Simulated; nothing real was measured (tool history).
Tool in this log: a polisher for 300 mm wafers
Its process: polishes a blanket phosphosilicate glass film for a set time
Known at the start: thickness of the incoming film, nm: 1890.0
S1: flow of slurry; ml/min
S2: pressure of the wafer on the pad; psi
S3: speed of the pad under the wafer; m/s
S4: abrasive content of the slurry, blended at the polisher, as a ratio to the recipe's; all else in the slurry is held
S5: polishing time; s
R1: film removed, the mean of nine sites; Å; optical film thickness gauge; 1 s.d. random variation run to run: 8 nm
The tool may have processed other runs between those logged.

Run 1, hour 0.0: S1 245 ml/min, S2 3.5 psi, S3 1.06 m/s, S4 1.0, S5 81 s. Result: R1 7132.1 Å.
Run 2, hour 8.2: S1 245 ml/min, S2 3.5 psi, S3 1.06 m/s, S4 1.1, S5 81 s. Result: R1 7774.9 Å.
Run 3, hour 12.5: S1 245 ml/min, S2 3.3 psi, S3 1.06 m/s, S4 1.1, S5 81 s. Result: R1 7236.4 Å.
Run 4, hour 20.6: S1 245 ml/min, S2 3.2 psi, S3 1.06 m/s, S4 1.1, S5 81 s. Result: R1 7000.4 Å.
Run 5, hour 28.1: S1 245 ml/min, S2 3.2 psi, S3 1.20 m/s, S4 1.1, S5 81 s. Result: R1 7871.3 Å.
Run 6, hour 34.7: S1 245 ml/min, S2 3.0 psi, S3 1.20 m/s, S4 1.1, S5 81 s. Result: R1 7229.5 Å.

Expected results for the next run?
Run 7, hour 36.9: S1 245 ml/min, S2 2.9 psi, S3 1.20 m/s, S4 1.1, S5 81 s. Result: R1 ?.

Logged for run 7: R1 7126.0 Å.
